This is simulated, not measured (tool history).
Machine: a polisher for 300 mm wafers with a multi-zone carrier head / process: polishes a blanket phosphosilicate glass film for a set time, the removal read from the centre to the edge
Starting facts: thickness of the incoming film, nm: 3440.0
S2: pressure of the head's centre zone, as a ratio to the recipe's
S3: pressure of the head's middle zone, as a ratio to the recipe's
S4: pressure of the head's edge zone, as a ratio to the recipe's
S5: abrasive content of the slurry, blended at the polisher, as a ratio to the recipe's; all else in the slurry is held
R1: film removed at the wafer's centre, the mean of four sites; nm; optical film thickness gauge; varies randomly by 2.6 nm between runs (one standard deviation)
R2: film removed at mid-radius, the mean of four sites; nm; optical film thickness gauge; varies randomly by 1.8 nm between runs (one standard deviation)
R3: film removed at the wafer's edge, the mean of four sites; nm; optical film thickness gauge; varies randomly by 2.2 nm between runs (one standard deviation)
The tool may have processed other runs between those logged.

run 1 hour=0 | flow_of_slurry_(ml/min)=260 S2=1 S3=1 S4=1 S5=1 polishing_time_(s)=41 | R1=240.59 R2=248.47 R3=248.78
run 2 hour=4.5 | flow_of_slurry_(ml/min)=260 S2=1.01 S3=0.99 S4=0.98 S5=0.9 polishing_time_(s)=41 | R1=227.5 R2=231.02 R3=221.95
run 3 hour=8.6 | flow_of_slurry_(ml/min)=260 S2=1.01 S3=0.99 S4=0.98 S5=0.8 polishing_time_(s)=41 | R1=203.11 R2=203.83 R3=204.18
run 4 hour=15.4 | flow_of_slurry_(ml/min)=260 S2=1.01 S3=0.99 S4=1.06 S5=0.8 polishing_time_(s)=41 | R1=201.88 R2=207.18 R3=205.08
run 5 hour=23.1 | flow_of_slurry_(ml/min)=260 S2=1.01 S3=0.93 S4=1.06 S5=0.8 polishing_time_(s)=41 | R1=207.81 R2=192.07 R3=208.8
run 6 hour=28.3 | flow_of_slurry_(ml/min)=260 S2=1.01 S3=0.93 S4=1.06 S5=0.7 polishing_time_(s)=41 | R1=180.43 R2=169.19 R3=181.58
run 7 hour=36.1 | flow_of_slurry_(ml/min)=265 S2=1.02 S3=0.94 S4=1.06 S5=0.7 polishing_time_(s)=41 | R1=175.95 R2=172.86 R3=180.91

Run 8 comes next. What will it give?
run 8 hour=38.3 | flow_of_slurry_(ml/min)=255 S2=1.04 S3=0.95 S4=1.05 S5=0.7 polishing_time_(s)=41 | R1=? R2=? R3=?

Run 8 produced R1 183.86 nm, R2 172.27 nm, R3 181.23 nm.

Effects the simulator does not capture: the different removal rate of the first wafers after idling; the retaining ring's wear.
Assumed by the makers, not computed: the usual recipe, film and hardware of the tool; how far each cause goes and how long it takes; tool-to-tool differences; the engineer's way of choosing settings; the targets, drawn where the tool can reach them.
